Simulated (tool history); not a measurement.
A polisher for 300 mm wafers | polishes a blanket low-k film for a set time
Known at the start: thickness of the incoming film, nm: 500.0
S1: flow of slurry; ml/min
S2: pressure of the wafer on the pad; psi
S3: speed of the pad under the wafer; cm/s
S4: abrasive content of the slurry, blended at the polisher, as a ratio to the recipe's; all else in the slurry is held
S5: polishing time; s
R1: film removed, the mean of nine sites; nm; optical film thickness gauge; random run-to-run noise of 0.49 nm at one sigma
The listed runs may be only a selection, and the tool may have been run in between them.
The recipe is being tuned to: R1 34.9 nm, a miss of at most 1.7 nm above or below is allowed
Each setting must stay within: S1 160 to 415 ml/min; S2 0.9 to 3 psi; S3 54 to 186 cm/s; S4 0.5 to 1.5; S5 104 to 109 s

run	hour	S1	S2	S3	S4	S5	R1
1	0	265	1.9	118	1	104	47.292
2	2	265	1.8	118	1	104	44.756
3	5.2	265	1.7	118	1	104	43.505
4	8.7	290	1.7	118	1	104	42.754
5	16.9	290	1.6	118	1	104	40.459
6	18.3	290	1.6	118	1	109	43.609
7	24.4	290	1.5	118	1	109	39.952
8	29.9	290	1.4	118	1	109	36.565
9	38.3	290	1.4	118	1	109	37.297

Which of these 5 next moves meets every target?
A	46.7	205	1.6	134	0.65	109	?
B	46.7	235	1.3	122	1.2	104	?
C	46.7	310	1.3	106	1.05	106	?
D	46.7	335	1.3	144	1.05	109	?
E	46.7	295	1.4	124	0.9	109	?

move	R1
A	38.879
B	35.074
C	31.388
D	41.497
E	37.172
A: moves away from the targets compared with the last run
B: every result within its allowed miss
C: moves the result that the last run missed by most past its target, out the other side
D: moves away from the targets compared with the last run
E: an improvement on the last run, though not all results are within tolerance
Correct choice: B, which meets every target
